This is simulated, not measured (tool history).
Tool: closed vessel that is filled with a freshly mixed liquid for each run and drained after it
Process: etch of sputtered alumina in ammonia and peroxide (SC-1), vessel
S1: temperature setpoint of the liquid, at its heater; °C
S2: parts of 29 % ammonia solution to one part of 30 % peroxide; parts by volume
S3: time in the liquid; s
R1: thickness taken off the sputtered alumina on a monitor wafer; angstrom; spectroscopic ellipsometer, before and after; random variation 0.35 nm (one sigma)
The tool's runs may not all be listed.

run	hour	S1	S2	S3	R1
1	0.0	54.0	0.5	650	651.97
2	4.5	54.0	0.5	700	703.73
3	12.6	56.0	0.5	700	784.40
4	13.7	60.0	0.5	700	960.65
5	19.5	53.5	0.5	700	687.14
6	23.2	55.5	0.5	700	762.47
7	25.0	57.0	0.5	700	824.70
8	31.5	58.0	0.5	700	864.41
9	40.7	59.0	0.5	700	914.68
10	41.7	59.5	0.5	700	943.52
11	44.5	60.0	0.5	700	966.67

Run 12 comes next. What will it give?
12	49.0	60.5	0.5	700	?

Run 12 gave R1 990.06 angstrom.
